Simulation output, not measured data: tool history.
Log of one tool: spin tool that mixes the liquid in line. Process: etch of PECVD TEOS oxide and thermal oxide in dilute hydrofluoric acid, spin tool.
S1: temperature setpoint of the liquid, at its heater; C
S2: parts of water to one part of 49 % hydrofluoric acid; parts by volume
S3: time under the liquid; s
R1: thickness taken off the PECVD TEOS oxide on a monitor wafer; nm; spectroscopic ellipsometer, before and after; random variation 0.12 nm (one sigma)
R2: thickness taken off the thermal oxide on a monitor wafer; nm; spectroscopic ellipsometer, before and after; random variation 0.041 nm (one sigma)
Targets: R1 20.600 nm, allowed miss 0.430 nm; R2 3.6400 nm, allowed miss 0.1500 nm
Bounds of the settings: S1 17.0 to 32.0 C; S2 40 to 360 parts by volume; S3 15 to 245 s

{"run": 1, "day": 0.0, "S1": 24.0, "S2": 200, "S3": 125, "R1": 16.659, "R2": 2.9324}
{"run": 2, "day": 0.229, "S1": 25.5, "S2": 200, "S3": 125, "R1": 17.828, "R2": 3.0724}
{"run": 3, "day": 0.446, "S1": 26.0, "S2": 195, "S3": 125, "R1": 18.53, "R2": 3.2872}
{"run": 4, "day": 0.579, "S1": 26.0, "S2": 195, "S3": 160, "R1": 23.764, "R2": 4.1398}
{"run": 5, "day": 0.658, "S1": 29.0, "S2": 195, "S3": 160, "R1": 26.759, "R2": 4.7198}
{"run": 6, "day": 0.783, "S1": 29.0, "S2": 195, "S3": 135, "R1": 22.488, "R2": 3.8747}
{"run": 7, "day": 1.104, "S1": 28.5, "S2": 195, "S3": 135, "R1": 22.204, "R2": 3.8934}
{"day": 1.317, "done": "thermometer replaced"}
{"run": 8, "day": 1.317, "S1": 28.0, "S2": 195, "S3": 135, "R1": 20.101, "R2": 3.5996}

4 next moves are on the table. One of them brings every result within its allowed miss. Which?
{"run": "A", "day": 1.529, "S1": 26.5, "S2": 155, "S3": 110, "R1": "?", "R2": "?"}
{"run": "B", "day": 1.529, "S1": 27.0, "S2": 145, "S3": 95, "R1": "?", "R2": "?"}
{"run": "C", "day": 1.529, "S1": 27.5, "S2": 195, "S3": 135, "R1": "?", "R2": "?"}
{"run": "D", "day": 1.529, "S1": 28.0, "S2": 200, "S3": 135, "R1": "?", "R2": "?"}

move=A R1=20.519 R2=3.5491
move=B R1=19.535 R2=3.3789
move=C R1=19.797 R2=3.4243
move=D R1=19.533 R2=3.3786
A: meets every target
B: further off than the last run
C: further off than the last run
D: further off than the last run
Move A is the one to make.
